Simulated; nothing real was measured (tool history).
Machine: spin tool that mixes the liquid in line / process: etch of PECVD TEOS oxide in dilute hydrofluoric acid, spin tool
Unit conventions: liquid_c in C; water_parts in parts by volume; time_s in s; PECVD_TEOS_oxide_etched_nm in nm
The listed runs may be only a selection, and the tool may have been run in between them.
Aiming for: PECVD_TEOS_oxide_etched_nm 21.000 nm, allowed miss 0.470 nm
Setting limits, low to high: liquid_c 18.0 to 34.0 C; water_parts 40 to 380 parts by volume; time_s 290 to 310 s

run  hour  liquid_c  water_parts  time_s  PECVD_TEOS_oxide_etched_nm
  1   0.0      26.0          210     290                      11.831
  2   1.5      26.0          210     310                      12.701
  3   3.3      26.0          170     310                      16.274
  4  12.2      28.0          170     310                      17.693
  5  18.2      29.0          170     310                      18.240
  6  23.1      30.0          170     310                      19.001
  7  24.6      30.5          170     310                      19.267
  8  26.7      31.0          170     310                      19.655
  9  28.1      31.5          170     310                      20.016
 10  32.3      32.0          170     310                      20.459

Next run, 5 choices. One meets every target within its allowed miss, the rest don't. Which?
  A  36.5      29.5          160     310                           ?
  B  36.5      32.5          165     300                           ?
  C  36.5      31.0          170     310                           ?
  D  36.5      32.0          165     290                           ?
  E  36.5      34.0          185     310                           ?

move  PECVD_TEOS_oxide_etched_nm
   A                      20.125
   B                      20.896
   C                      19.746
   D                      19.846
   E                      19.761
A: moves away from the targets compared with the last run
B: in spec on every target
C: moves away from the targets compared with the last run
D: moves away from the targets compared with the last run
E: moves away from the targets compared with the last run
The move that meets every target is B.

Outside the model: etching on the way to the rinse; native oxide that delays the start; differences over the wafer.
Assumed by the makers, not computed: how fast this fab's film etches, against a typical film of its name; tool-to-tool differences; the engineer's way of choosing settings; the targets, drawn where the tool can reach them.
